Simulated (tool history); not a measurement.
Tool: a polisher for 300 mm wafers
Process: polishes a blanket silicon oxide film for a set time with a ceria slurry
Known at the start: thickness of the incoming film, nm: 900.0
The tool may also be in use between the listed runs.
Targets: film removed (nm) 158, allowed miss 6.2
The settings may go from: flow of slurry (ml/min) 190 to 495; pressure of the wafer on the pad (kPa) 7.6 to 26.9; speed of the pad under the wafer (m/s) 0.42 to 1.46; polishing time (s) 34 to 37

run	hour	flow of slurry (ml/min)	pressure of the wafer on the pad (kPa)	speed of the pad under the wafer (m/s)	polishing time (s)	film removed (nm)
1	0	320	17.2	0.94	37	110.9
2	0.7	320	17.9	0.94	37	116.43
3	7.7	320	17.9	0.94	37	118.37
4	14.4	320	18.6	0.94	37	120.58
5	17.5	320	18.6	0.94	34	111.42
6	18.8	320	18.6	0.72	34	88.4
7	22.8	320	19.3	0.74	34	90.954
8	31	320	20	0.76	34	98.72
9	39.1	320	24.8	0.8	34	126.84
10	40.8	320	24.8	0.82	34	127.41
11	49.2	320	24.8	0.84	34	133.37

Which of these 4 next moves meets every target?
A	57.6	220	24.8	1.06	37	?
B	57.6	195	26.9	0.88	37	?
C	57.6	265	26.9	0.6	37	?
D	57.6	300	26.9	0.98	37	?

move	film removed (nm)
A	174.08
B	155.32
C	110.57
D	179.13
A: takes the result that was furthest off past its target
B: meets every target
C: further off than the last run
D: takes the result that was furthest off past its target
Move B is the one to make.
